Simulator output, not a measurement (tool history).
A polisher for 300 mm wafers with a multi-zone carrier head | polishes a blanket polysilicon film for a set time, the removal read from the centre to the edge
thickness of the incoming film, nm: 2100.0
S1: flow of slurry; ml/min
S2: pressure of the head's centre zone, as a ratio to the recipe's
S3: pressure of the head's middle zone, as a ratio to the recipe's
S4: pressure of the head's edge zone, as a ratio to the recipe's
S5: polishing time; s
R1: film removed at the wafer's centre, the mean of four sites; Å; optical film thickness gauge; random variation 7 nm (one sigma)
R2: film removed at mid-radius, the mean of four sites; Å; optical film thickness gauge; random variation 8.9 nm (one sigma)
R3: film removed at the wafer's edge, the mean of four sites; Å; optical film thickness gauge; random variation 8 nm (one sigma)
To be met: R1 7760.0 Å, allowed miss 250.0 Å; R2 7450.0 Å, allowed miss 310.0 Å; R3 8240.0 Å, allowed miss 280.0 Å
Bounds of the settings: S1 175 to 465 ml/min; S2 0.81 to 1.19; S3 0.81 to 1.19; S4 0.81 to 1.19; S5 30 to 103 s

run,hour,S1,S2,S3,S4,S5,R1,R2,R3
1,0.0,295,1.00,1.00,1.00,66,6691.4,6887.4,6750.4
2,3.1,295,1.00,1.00,1.02,67,6811.9,6901.3,6866.8
3,10.0,295,1.00,1.00,1.02,75,7636.4,7735.7,7713.2
4,16.0,295,1.00,1.05,1.02,75,7678.4,8105.1,7737.2
5,17.8,295,1.00,1.04,1.03,75,7794.3,7967.8,7877.3
6,24.7,230,1.00,1.04,1.03,75,7375.7,7727.9,7559.6
7,27.1,235,1.00,1.03,1.04,75,7409.8,7712.4,7761.5
8,34.3,240,1.00,1.02,1.05,75,7440.0,7722.7,7683.3
9,35.6,245,1.00,1.01,1.06,75,7500.7,7618.1,7703.9

Which of these 4 next moves meets every target?
A,36.9,265,0.99,0.92,1.14,77,?,?,?
B,36.9,225,0.96,1.14,0.99,77,?,?,?
C,36.9,200,0.98,1.06,1.05,83,?,?,?
D,36.9,180,0.90,0.94,1.12,86,?,?,?

move,R1,R2,R3
A,7672.3,7395.6,8311.5
B,7265.1,8385.2,7602.1
C,7823.7,8424.8,8322.2
D,7272.5,7888.9,8792.0
A: meets every target
B: further off than the last run
C: brings the result that was furthest off to its target, and leaves another outside
D: takes the result that was furthest off past its target
Answer: A
